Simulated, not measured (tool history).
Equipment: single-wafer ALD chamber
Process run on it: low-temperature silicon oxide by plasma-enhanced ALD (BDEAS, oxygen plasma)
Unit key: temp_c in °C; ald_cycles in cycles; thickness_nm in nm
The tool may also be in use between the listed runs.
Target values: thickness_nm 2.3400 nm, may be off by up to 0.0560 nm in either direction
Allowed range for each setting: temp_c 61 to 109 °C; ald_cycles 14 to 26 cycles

| run | hour | temp_c | ald_cycles | thickness_nm |
|---|---|---|---|---|
| 1 | 0.0 | 85 | 20 | 3.0953 |
| 2 | 3.3 | 88 | 19 | 2.9090 |
| 3 | 8.6 | 89 | 18 | 2.7250 |
| 4 | 9.2 | 80 | 18 | 2.8222 |
| 5 | 16.3 | 84 | 17 | 2.6321 |
| 6 | 24.5 | 92 | 17 | 2.5565 |
| 7 | 30.6 | 94 | 17 | 2.5580 |
| 8 | 35.7 | 95 | 17 | 2.5236 |
| 9 | 37.3 | 97 | 17 | 2.5158 |
| 10 | 45.9 | 98 | 17 | 2.5008 |
| 11 | 53.5 | 99 | 17 | 2.4817 |

5 next moves are on the table. One of them brings every result within its allowed miss. Which?
| A | 61.1 | 103 | 16 | ? |
| B | 61.1 | 97 | 15 | ? |
| C | 61.1 | 102 | 15 | ? |
| D | 61.1 | 95 | 17 | ? |
| E | 61.1 | 86 | 16 | ? |

| move | thickness_nm |
|---|---|
| A | 2.3166 |
| B | 2.2042 |
| C | 2.1763 |
| D | 2.5185 |
| E | 2.4567 |
A: all results land within tolerance of their targets
B: takes the biggest miss from the last run beyond its target
C: takes the biggest miss from the last run beyond its target
D: the biggest miss grows against the last run
E: better than the last run, though not everything is in spec
A is the move that brings every result within its allowed miss.

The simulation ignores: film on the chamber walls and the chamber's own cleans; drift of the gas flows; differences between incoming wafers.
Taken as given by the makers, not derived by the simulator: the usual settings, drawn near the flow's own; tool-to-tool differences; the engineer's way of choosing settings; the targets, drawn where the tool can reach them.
